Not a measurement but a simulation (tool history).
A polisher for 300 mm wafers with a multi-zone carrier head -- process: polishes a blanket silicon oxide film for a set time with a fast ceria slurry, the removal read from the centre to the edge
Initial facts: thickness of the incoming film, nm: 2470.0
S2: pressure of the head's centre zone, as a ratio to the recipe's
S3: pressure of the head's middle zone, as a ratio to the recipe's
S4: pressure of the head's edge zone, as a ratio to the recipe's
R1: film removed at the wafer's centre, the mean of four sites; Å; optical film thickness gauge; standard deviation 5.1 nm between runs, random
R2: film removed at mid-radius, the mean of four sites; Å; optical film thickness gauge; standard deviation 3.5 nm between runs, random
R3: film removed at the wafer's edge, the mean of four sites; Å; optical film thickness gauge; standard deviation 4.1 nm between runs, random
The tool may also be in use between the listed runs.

{"run": 1, "hour": 0.0, "flow of slurry (ml/min)": 210, "S2": 1.0, "S3": 1.0, "S4": 1.0, "polishing time (s)": 59, "R1": 7667.9, "R2": 7833.5, "R3": 7867.3}
{"run": 2, "hour": 9.0, "flow of slurry (ml/min)": 210, "S2": 1.04, "S3": 1.0, "S4": 1.0, "polishing time (s)": 59, "R1": 8072.9, "R2": 7922.2, "R3": 7803.2}
{"run": 3, "hour": 15.5, "flow of slurry (ml/min)": 200, "S2": 1.02, "S3": 1.0, "S4": 0.98, "polishing time (s)": 55, "R1": 7359.6, "R2": 7271.0, "R3": 7116.4}
{"run": 4, "hour": 23.5, "flow of slurry (ml/min)": 200, "S2": 1.02, "S3": 0.97, "S4": 0.98, "polishing time (s)": 55, "R1": 7430.4, "R2": 7021.3, "R3": 7127.9}
{"run": 5, "hour": 31.1, "flow of slurry (ml/min)": 195, "S2": 0.99, "S3": 0.98, "S4": 0.97, "polishing time (s)": 51, "R1": 6747.2, "R2": 6554.6, "R3": 6526.7}
{"run": 6, "hour": 36.7, "flow of slurry (ml/min)": 195, "S2": 0.99, "S3": 0.98, "S4": 1.05, "polishing time (s)": 51, "R1": 6655.3, "R2": 6602.4, "R3": 6915.2}

Forecast run 7:
{"run": 7, "hour": 39.8, "flow of slurry (ml/min)": 190, "S2": 0.97, "S3": 0.99, "S4": 1.04, "polishing time (s)": 48, "R1": "?", "R2": "?", "R3": "?"}

{"run 7": {"R1": 6203.6, "R2": 6201.0, "R3": 6231.6}}
